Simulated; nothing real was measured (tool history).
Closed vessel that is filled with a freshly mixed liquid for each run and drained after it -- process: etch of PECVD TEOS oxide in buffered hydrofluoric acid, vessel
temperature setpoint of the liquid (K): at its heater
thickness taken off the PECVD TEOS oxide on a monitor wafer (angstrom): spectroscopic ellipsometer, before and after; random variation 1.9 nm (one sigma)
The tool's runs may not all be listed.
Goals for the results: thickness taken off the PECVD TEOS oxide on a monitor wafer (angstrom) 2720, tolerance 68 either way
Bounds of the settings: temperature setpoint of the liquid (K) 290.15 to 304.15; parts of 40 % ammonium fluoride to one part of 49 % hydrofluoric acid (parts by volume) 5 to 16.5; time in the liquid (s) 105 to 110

run	hour	temperature setpoint of the liquid (K)	parts of 40 % ammonium fluoride to one part of 49 % hydrofluoric acid (parts by volume)	time in the liquid (s)	thickness taken off the PECVD TEOS oxide on a monitor wafer (angstrom)
1	0	296.15	10	105	3088.1
2	3.9	296.15	7.5	105	4049
3	5.5	296.15	7.5	105	4056.3
4	12.6	299.65	7.5	105	4898.3
5	20.3	299.65	9	105	4004.4
6	23.2	299.65	9	105	3983.2
7	26.6	296.65	9	105	3435.5
8	30.8	295.15	9	105	3107.8
9	37.2	294.65	9	105	3057.6
10	44.2	294.15	9	105	2989.6
11	45.2	293.65	9	105	2891.5

Below are 5 possible settings for the next run. Only one of them brings all results inside the allowed miss of their targets. Which is it?
A	46.2	293.65	10	110	?
B	46.2	296.15	12	110	?
C	46.2	294.15	11	105	?
D	46.2	294.15	9	105	?
E	46.2	291.65	9.5	110	?

move	thickness taken off the PECVD TEOS oxide on a monitor wafer (angstrom)
A	2825.9
B	2716.7
C	2527.7
D	2963.9
E	2608.7
A: nearer the targets than the last run, but a result is still out of spec
B: each result inside its tolerance
C: takes the result that was furthest off past its target
D: the biggest miss grows against the last run
E: takes the result that was furthest off past its target
The right move is B.

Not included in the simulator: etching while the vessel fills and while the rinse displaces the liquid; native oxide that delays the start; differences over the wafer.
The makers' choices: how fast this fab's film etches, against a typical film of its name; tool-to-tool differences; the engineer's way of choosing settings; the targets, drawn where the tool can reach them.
